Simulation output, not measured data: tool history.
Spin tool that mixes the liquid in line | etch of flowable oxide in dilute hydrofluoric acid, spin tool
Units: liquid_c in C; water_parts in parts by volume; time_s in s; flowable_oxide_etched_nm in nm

run 1 hour=0 | liquid_c=25 water_parts=95 time_s=15 | flowable_oxide_etched_nm=6.0583
run 2 hour=8.9 | liquid_c=26 water_parts=90 time_s=15 | flowable_oxide_etched_nm=6.6219
run 3 hour=11 | liquid_c=26 water_parts=90 time_s=15 | flowable_oxide_etched_nm=6.559
run 4 hour=11.6 | liquid_c=27 water_parts=85 time_s=15 | flowable_oxide_etched_nm=7.3317
run 5 hour=15.9 | liquid_c=28 water_parts=80 time_s=15 | flowable_oxide_etched_nm=8.1539
run 6 hour=23 | liquid_c=28.5 water_parts=80 time_s=15 | flowable_oxide_etched_nm=8.3621
run 7 hour=28.9 | liquid_c=29 water_parts=80 time_s=15 | flowable_oxide_etched_nm=8.3882
run 8 hour=34.1 | liquid_c=29 water_parts=80 time_s=15 | flowable_oxide_etched_nm=8.4919
run 9 hour=35.6 | liquid_c=29 water_parts=80 time_s=15 | flowable_oxide_etched_nm=8.5156

What does the tool deliver on the next run?
run 10 hour=43 | liquid_c=29.5 water_parts=80 time_s=15 | flowable_oxide_etched_nm=?

flowable_oxide_etched_nm: 8.4455 nm
